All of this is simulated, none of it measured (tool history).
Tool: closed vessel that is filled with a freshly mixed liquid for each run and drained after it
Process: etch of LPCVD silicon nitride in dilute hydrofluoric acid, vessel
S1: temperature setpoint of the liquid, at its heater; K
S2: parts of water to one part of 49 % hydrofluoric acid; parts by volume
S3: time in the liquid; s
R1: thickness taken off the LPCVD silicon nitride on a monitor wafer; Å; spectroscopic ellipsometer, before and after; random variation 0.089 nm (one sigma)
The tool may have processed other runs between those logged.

| run | hour | S1 | S2 | S3 | R1 |
|---|---|---|---|---|---|
| 1 | 0.0 | 296.15 | 75 | 2640 | 160.70 |
| 2 | 4.4 | 296.15 | 60 | 2640 | 201.55 |
| 3 | 5.2 | 295.15 | 60 | 2640 | 187.10 |
| 4 | 6.3 | 297.65 | 60 | 2640 | 221.06 |
| 5 | 8.1 | 294.15 | 60 | 2640 | 177.02 |
| 6 | 11.7 | 290.65 | 60 | 2640 | 137.76 |

Run 7 has not been measured yet. What should we expect?
| 7 | 20.2 | 290.15 | 75 | 2640 | ? |

{"run 7": {"R1": 106.84}}
